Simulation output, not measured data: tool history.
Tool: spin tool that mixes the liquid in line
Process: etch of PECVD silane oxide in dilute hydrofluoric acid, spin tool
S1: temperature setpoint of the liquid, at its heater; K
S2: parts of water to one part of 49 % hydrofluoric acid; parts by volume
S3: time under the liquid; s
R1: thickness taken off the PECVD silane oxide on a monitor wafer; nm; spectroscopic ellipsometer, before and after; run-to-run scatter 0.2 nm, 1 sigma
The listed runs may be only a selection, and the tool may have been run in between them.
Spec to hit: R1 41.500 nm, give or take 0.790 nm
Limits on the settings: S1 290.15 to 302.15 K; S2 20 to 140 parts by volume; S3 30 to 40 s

| run | day | S1 | S2 | S3 | R1 |
|---|---|---|---|---|---|
| 1 | 0.000 | 294.15 | 75 | 40 | 10.100 |
| 2 | 0.146 | 295.65 | 65 | 40 | 12.535 |
| 3 | 0.367 | 293.15 | 65 | 40 | 11.360 |
| 4 | 0.483 | 291.15 | 65 | 40 | 10.439 |
| 5 | 0.825 | 294.65 | 65 | 40 | 12.043 |
| 6 | 1.054 | 296.15 | 55 | 40 | 15.366 |
| 7 | 1.225 | 297.15 | 50 | 40 | 17.653 |
| 8 | 1.362 | 298.15 | 45 | 40 | 20.545 |
| 9 | 1.442 | 298.65 | 40 | 40 | 23.858 |
| 10 | 1.688 | 299.15 | 35 | 40 | 27.874 |

Exactly one of the 4 candidate moves below puts every result within its allowed miss. Which one?
| A | 1.933 | 300.15 | 25 | 40 | ? |
| B | 1.933 | 300.15 | 20 | 40 | ? |
| C | 1.933 | 302.15 | 35 | 40 | ? |
| D | 1.933 | 297.15 | 20 | 40 | ? |

| move | R1 |
|---|---|
| A | 41.475 |
| B | 52.231 |
| C | 31.654 |
| D | 46.077 |
A: every result lands within tolerance
B: pushes the last run's worst result past its target
C: closer than the last run, but not yet in spec
D: pushes the last run's worst result past its target
Correct choice: A, which meets every target
